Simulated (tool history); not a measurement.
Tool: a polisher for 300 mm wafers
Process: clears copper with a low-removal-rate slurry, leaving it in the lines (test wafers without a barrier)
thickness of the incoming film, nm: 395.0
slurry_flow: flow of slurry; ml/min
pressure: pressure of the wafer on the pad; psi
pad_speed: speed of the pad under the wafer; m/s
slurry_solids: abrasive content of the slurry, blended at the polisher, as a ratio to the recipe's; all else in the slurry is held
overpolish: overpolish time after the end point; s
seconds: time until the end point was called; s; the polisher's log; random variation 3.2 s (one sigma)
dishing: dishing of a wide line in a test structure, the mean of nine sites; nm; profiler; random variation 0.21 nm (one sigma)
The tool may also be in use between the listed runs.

run,day,slurry_flow,pressure,pad_speed,slurry_solids,overpolish,seconds,dishing
1,0.000,175,3.0,0.88,1.0,29,140.89,48.033
2,0.067,175,3.5,0.88,1.0,29,127.42,54.128
3,0.104,135,3.5,0.88,1.0,29,131.98,51.811
4,0.204,135,3.5,0.88,1.0,18,132.30,35.507
5,0.442,135,3.5,1.06,1.0,18,115.53,39.041
6,0.675,135,3.5,1.06,1.0,9,120.64,21.732
7,0.862,135,3.3,1.04,1.0,9,126.30,20.297
8,1.042,135,3.2,1.00,1.0,10,127.01,20.559
9,1.212,130,2.4,0.92,1.0,16,177.28,24.492
10,1.517,135,2.3,0.90,1.0,15,188.04,22.120
11,1.579,140,2.2,0.90,1.0,14,193.81,19.756
12,1.712,145,2.2,0.90,1.0,14,191.83,19.584
13,1.829,150,2.1,0.90,1.0,14,203.62,19.503

Forecast run 14:
14,1.858,150,2.1,0.90,1.0,14,?,?

seconds: 201.07 s
dishing: 19.312 nm

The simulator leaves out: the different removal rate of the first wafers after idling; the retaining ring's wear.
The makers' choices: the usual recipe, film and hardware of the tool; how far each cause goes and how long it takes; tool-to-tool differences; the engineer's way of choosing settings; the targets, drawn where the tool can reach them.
